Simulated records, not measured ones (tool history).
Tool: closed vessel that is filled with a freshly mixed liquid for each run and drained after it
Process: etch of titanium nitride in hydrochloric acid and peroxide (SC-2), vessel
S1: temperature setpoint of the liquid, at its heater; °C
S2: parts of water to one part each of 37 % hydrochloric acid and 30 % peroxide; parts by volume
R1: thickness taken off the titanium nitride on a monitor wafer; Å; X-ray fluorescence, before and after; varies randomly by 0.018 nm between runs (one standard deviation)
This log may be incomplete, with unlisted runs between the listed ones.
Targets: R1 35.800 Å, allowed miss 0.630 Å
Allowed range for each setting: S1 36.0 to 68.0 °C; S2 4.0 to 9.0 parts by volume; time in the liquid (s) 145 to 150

Run 1, hour 0.0: S1 52.0 °C, S2 5.0 parts by volume, time in the liquid (s) 145. Result: R1 90.546 Å.
Run 2, hour 8.9: S1 52.0 °C, S2 6.5 parts by volume, time in the liquid (s) 145. Result: R1 75.320 Å.
Run 3, hour 14.1: S1 50.5 °C, S2 6.5 parts by volume, time in the liquid (s) 145. Result: R1 66.849 Å.
Run 4, hour 19.5: S1 50.5 °C, S2 5.5 parts by volume, time in the liquid (s) 145. Result: R1 76.821 Å.
Run 5, hour 27.8: S1 46.0 °C, S2 5.5 parts by volume, time in the liquid (s) 145. Result: R1 56.144 Å.
Run 6, hour 34.3: S1 45.0 °C, S2 5.5 parts by volume, time in the liquid (s) 145. Result: R1 52.831 Å.
Run 7, hour 36.6: S1 44.0 °C, S2 5.5 parts by volume, time in the liquid (s) 145. Result: R1 49.268 Å.
Run 8, hour 38.4: S1 43.5 °C, S2 5.5 parts by volume, time in the liquid (s) 145. Result: R1 47.879 Å.
Run 9, hour 41.2: S1 43.0 °C, S2 5.5 parts by volume, time in the liquid (s) 145. Result: R1 45.940 Å.
Run 10, hour 46.3: S1 42.5 °C, S2 5.5 parts by volume, time in the liquid (s) 145. Result: R1 44.362 Å.
Run 11, hour 52.7: S1 42.0 °C, S2 5.5 parts by volume, time in the liquid (s) 145. Result: R1 42.993 Å.
Run 12, hour 56.5: S1 41.5 °C, S2 5.5 parts by volume, time in the liquid (s) 145. Result: R1 41.582 Å.
Run 13, hour 58.3: S1 41.0 °C, S2 5.5 parts by volume, time in the liquid (s) 145. Result: R1 39.781 Å.
Run 14, hour 62.3: S1 39.0 °C, S2 5.5 parts by volume, time in the liquid (s) 145. Result: R1 34.920 Å.

Consider the 5 candidate settings below. Which is the only one whose results all fall within their allowed miss of target?
Run A, hour 66.3: S1 41.5 °C, S2 7.0 parts by volume, time in the liquid (s) 150. Result: R1 ?.
Run B, hour 66.3: S1 38.0 °C, S2 5.0 parts by volume, time in the liquid (s) 145. Result: R1 ?.
Run C, hour 66.3: S1 38.5 °C, S2 5.5 parts by volume, time in the liquid (s) 150. Result: R1 ?.
Run D, hour 66.3: S1 37.0 °C, S2 4.5 parts by volume, time in the liquid (s) 145. Result: R1 ?.
Run E, hour 66.3: S1 36.5 °C, S2 4.5 parts by volume, time in the liquid (s) 150. Result: R1 ?.

move      R1
   A  35.735
   B  34.627
   C  34.655
   D  34.695
   E  34.613
A: every result lands within tolerance
B: lands further from the targets than the last run did
C: lands further from the targets than the last run did
D: lands further from the targets than the last run did
E: lands further from the targets than the last run did
So the answer is move A, the one that meets all the targets.
